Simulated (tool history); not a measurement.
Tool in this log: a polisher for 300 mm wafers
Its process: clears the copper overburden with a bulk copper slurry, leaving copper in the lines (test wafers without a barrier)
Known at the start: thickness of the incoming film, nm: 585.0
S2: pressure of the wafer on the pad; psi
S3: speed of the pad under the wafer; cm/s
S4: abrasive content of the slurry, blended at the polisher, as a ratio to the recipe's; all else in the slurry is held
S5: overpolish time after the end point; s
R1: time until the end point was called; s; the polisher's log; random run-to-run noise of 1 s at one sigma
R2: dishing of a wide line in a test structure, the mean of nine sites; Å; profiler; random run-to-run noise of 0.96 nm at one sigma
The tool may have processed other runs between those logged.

Run 1, hour 0.0: flow of slurry (ml/min) 315, S2 2.0 psi, S3 88 cm/s, S4 1.00, S5 21 s. Result: R1 92.212 s, R2 622.16 Å.
Run 2, hour 2.9: flow of slurry (ml/min) 315, S2 2.3 psi, S3 88 cm/s, S4 1.00, S5 21 s. Result: R1 78.648 s, R2 666.65 Å.
Run 3, hour 5.0: flow of slurry (ml/min) 315, S2 2.3 psi, S3 78 cm/s, S4 1.00, S5 21 s. Result: R1 87.669 s, R2 649.45 Å.
Run 4, hour 11.0: flow of slurry (ml/min) 315, S2 2.3 psi, S3 78 cm/s, S4 0.80, S5 21 s. Result: R1 90.520 s, R2 622.11 Å.
Run 5, hour 17.4: flow of slurry (ml/min) 315, S2 2.3 psi, S3 78 cm/s, S4 0.65, S5 21 s. Result: R1 96.210 s, R2 622.71 Å.
Run 6, hour 21.6: flow of slurry (ml/min) 315, S2 2.3 psi, S3 78 cm/s, S4 0.80, S5 21 s. Result: R1 92.894 s, R2 623.73 Å.

Forecast run 7:
Run 7, hour 27.1: flow of slurry (ml/min) 315, S2 2.4 psi, S3 78 cm/s, S4 0.80, S5 19 s. Result: R1 ?, R2 ?.

Run 7 gave R1 87.086 s, R2 624.83 Å.
